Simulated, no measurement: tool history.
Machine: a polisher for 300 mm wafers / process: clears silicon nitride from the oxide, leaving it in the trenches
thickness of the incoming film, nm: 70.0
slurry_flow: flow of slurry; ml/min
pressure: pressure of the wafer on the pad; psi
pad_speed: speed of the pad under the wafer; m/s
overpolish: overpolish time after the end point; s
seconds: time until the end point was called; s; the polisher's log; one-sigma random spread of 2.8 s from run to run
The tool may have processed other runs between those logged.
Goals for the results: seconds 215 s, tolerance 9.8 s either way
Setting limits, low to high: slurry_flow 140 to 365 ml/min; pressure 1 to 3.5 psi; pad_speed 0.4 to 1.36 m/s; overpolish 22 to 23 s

run,hour,slurry_flow,pressure,pad_speed,overpolish,seconds
1,0,235,2.2,0.88,22,143.2
2,7.3,235,2.1,0.88,22,154.58
3,15.2,235,2,0.88,22,159.18
4,16.9,235,2.4,0.88,22,132.52
5,18,235,2.4,0.88,22,134.15
6,23,270,2.4,0.88,22,132.63
7,25.1,270,2.3,0.88,22,133.51
8,30.6,265,2.2,0.88,22,143.73
9,31.8,265,2.1,0.88,22,152.28
10,40.2,265,2,0.88,22,158.17
11,47.4,265,1.9,0.88,22,165.17
12,53.2,265,1.8,0.88,22,173.24

Below are 4 possible settings for the next run. Only one of them brings all results inside the allowed miss of their targets. Which is it?
A,59,290,1.7,0.62,23,?
B,59,285,2,1,22,?
C,59,185,1.7,0.76,22,?
D,59,280,2.5,0.9,23,?

move,seconds
A,242.32
B,137.46
C,216.12
D,121.71
A: moves the result that the last run missed by most past its target, out the other side
B: moves away from the targets compared with the last run
C: each result inside its tolerance
D: moves away from the targets compared with the last run
C is the move that brings every result within its allowed miss.
